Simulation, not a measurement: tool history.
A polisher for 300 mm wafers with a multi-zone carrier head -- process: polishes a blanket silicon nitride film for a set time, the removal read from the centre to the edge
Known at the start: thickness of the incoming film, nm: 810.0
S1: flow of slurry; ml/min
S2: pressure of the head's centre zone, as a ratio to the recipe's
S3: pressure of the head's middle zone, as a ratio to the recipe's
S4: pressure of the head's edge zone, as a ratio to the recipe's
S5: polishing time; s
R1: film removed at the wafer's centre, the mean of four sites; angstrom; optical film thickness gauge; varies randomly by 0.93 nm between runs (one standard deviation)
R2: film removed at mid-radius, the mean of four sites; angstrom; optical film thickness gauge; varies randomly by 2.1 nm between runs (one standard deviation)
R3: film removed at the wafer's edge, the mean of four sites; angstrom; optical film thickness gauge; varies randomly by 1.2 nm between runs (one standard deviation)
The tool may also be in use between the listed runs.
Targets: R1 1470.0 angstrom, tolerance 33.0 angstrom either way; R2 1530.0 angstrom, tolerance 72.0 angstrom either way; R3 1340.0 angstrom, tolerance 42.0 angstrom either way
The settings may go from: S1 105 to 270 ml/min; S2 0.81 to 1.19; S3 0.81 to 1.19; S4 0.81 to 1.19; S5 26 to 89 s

{"run": 1, "hour": 0.0, "S1": 175, "S2": 1.0, "S3": 1.0, "S4": 1.0, "S5": 57, "R1": 1081.0, "R2": 1071.3, "R3": 1108.0}
{"run": 2, "hour": 2.1, "S1": 190, "S2": 1.03, "S3": 1.05, "S4": 1.01, "S5": 59, "R1": 1153.3, "R2": 1173.0, "R3": 1153.9}
{"run": 3, "hour": 2.7, "S1": 190, "S2": 1.03, "S3": 0.98, "S4": 1.01, "S5": 59, "R1": 1159.5, "R2": 1113.2, "R3": 1150.6}
{"run": 4, "hour": 10.0, "S1": 205, "S2": 1.06, "S3": 1.03, "S4": 1.03, "S5": 61, "R1": 1260.2, "R2": 1215.2, "R3": 1217.2}
{"run": 5, "hour": 17.6, "S1": 215, "S2": 1.08, "S3": 1.07, "S4": 1.04, "S5": 62, "R1": 1288.1, "R2": 1282.2, "R3": 1256.8}
{"run": 6, "hour": 23.1, "S1": 215, "S2": 1.08, "S3": 1.07, "S4": 1.04, "S5": 53, "R1": 1103.5, "R2": 1085.6, "R3": 1057.6}
{"run": 7, "hour": 23.8, "S1": 225, "S2": 1.1, "S3": 1.1, "S4": 1.04, "S5": 56, "R1": 1189.7, "R2": 1177.8, "R3": 1129.0}
{"run": 8, "hour": 29.8, "S1": 235, "S2": 1.11, "S3": 1.13, "S4": 1.03, "S5": 59, "R1": 1272.0, "R2": 1294.5, "R3": 1191.9}
{"run": 9, "hour": 38.7, "S1": 240, "S2": 1.12, "S3": 1.15, "S4": 1.03, "S5": 61, "R1": 1299.2, "R2": 1374.5, "R3": 1255.0}
{"run": 10, "hour": 43.3, "S1": 245, "S2": 1.14, "S3": 1.16, "S4": 1.02, "S5": 62, "R1": 1365.7, "R2": 1386.5, "R3": 1255.6}
{"run": 11, "hour": 50.9, "S1": 250, "S2": 1.14, "S3": 1.17, "S4": 1.02, "S5": 63, "R1": 1395.9, "R2": 1445.1, "R3": 1257.7}
{"run": 12, "hour": 56.1, "S1": 255, "S2": 1.15, "S3": 1.18, "S4": 1.03, "S5": 64, "R1": 1436.4, "R2": 1453.9, "R3": 1326.4}

Which one of the following 4 next-run settings gets every result inside its allowed miss? There is exactly one.
{"run": "A", "hour": 61.3, "S1": 250, "S2": 1.17, "S3": 1.19, "S4": 0.87, "S5": 66, "R1": "?", "R2": "?", "R3": "?"}
{"run": "B", "hour": 61.3, "S1": 190, "S2": 1.11, "S3": 1.14, "S4": 0.94, "S5": 71, "R1": "?", "R2": "?", "R3": "?"}
{"run": "C", "hour": 61.3, "S1": 245, "S2": 1.17, "S3": 1.19, "S4": 0.87, "S5": 66, "R1": "?", "R2": "?", "R3": "?"}
{"run": "D", "hour": 61.3, "S1": 240, "S2": 1.14, "S3": 1.17, "S4": 1.09, "S5": 62, "R1": "?", "R2": "?", "R3": "?"}

move=A R1=1482.2 R2=1533.6 R3=1243.9
move=B R1=1476.8 R2=1537.7 R3=1353.0
move=C R1=1478.5 R2=1530.2 R3=1241.8
move=D R1=1358.8 R2=1413.2 R3=1297.1
A: meets the target for the result that was furthest off, but another lies outside its allowed miss
B: every result within its allowed miss
C: meets the target for the result that was furthest off, but another lies outside its allowed miss
D: its largest miss is bigger than the last run's
Answer: B
